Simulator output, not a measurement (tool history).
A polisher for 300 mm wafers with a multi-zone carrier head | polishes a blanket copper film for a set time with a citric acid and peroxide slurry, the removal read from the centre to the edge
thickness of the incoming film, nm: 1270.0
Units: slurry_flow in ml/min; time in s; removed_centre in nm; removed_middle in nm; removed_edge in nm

run    day  slurry_flow  centre_zone  middle_zone  edge_zone  slurry_solids  time  removed_centre  removed_middle  removed_edge
  1  0.000          150         1.00         1.00       1.00           1.00    65          226.25          220.99        223.73
  2  0.200          140         0.96         1.00       1.05           1.05    65          214.25          220.11        228.33
  3  0.538          135         0.94         1.00       1.09           1.10    65          214.15          221.57        234.00
  4  0.733          155         0.94         1.00       1.09           1.10    65          218.78          223.47        234.09
  5  0.896          140         0.92         1.00       1.11           1.15    65          212.77          221.06        240.10
  6  1.154          140         0.92         1.00       1.11           1.15    80          259.10          270.33        293.67

Forecast run 7:
  7  1.283          135         0.89         0.97       1.06           1.00    79               ?               ?             ?

removed_centre: 235.00 nm
removed_middle: 255.19 nm
removed_edge: 275.00 nm

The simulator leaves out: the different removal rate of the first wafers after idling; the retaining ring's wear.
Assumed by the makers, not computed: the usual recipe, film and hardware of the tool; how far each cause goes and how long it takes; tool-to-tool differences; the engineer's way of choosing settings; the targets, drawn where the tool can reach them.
